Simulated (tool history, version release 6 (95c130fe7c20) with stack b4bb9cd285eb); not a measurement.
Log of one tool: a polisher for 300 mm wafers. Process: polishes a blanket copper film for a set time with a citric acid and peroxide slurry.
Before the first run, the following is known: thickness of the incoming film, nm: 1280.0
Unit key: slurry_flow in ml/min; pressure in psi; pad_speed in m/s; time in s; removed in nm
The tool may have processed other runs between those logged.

{"run": 1, "hour": 0.0, "slurry_flow": 310, "pressure": 2.5, "pad_speed": 1, "slurry_solids": 1, "time": 48, "removed": 104.83}
{"run": 2, "hour": 0.7, "slurry_flow": 310, "pressure": 2.6, "pad_speed": 1, "slurry_solids": 1, "time": 48, "removed": 109.92}
{"run": 3, "hour": 4.3, "slurry_flow": 270, "pressure": 2.6, "pad_speed": 1, "slurry_solids": 1, "time": 48, "removed": 108.42}
{"run": 4, "hour": 4.8, "slurry_flow": 270, "pressure": 2.7, "pad_speed": 1, "slurry_solids": 1, "time": 48, "removed": 110.22}
{"run": 5, "hour": 10.1, "slurry_flow": 275, "pressure": 2.8, "pad_speed": 1, "slurry_solids": 1, "time": 48, "removed": 114.86}
{"run": 6, "hour": 14.5, "slurry_flow": 275, "pressure": 2.9, "pad_speed": 1, "slurry_solids": 1, "time": 48, "removed": 118.52}
{"run": 7, "hour": 21.2, "slurry_flow": 275, "pressure": 3, "pad_speed": 1, "slurry_solids": 1, "time": 48, "removed": 121.5}
{"run": 8, "hour": 28.2, "slurry_flow": 275, "pressure": 3.1, "pad_speed": 1, "slurry_solids": 1, "time": 48, "removed": 126.97}
{"run": 9, "hour": 32.4, "slurry_flow": 275, "pressure": 3.2, "pad_speed": 1, "slurry_solids": 1, "time": 48, "removed": 129.12}
{"run": 10, "hour": 39.8, "slurry_flow": 275, "pressure": 3.3, "pad_speed": 1, "slurry_solids": 1, "time": 48, "removed": 131.38}
{"run": 11, "hour": 47.6, "slurry_flow": 275, "pressure": 3.3, "pad_speed": 1, "slurry_solids": 1, "time": 48, "removed": 130.72}

Run 12 comes next. What will it give?
{"run": 12, "hour": 54.7, "slurry_flow": 275, "pressure": 3.4, "pad_speed": 1, "slurry_solids": 1, "time": 48, "removed": "?"}

{"run 12": {"removed": 134.24}}
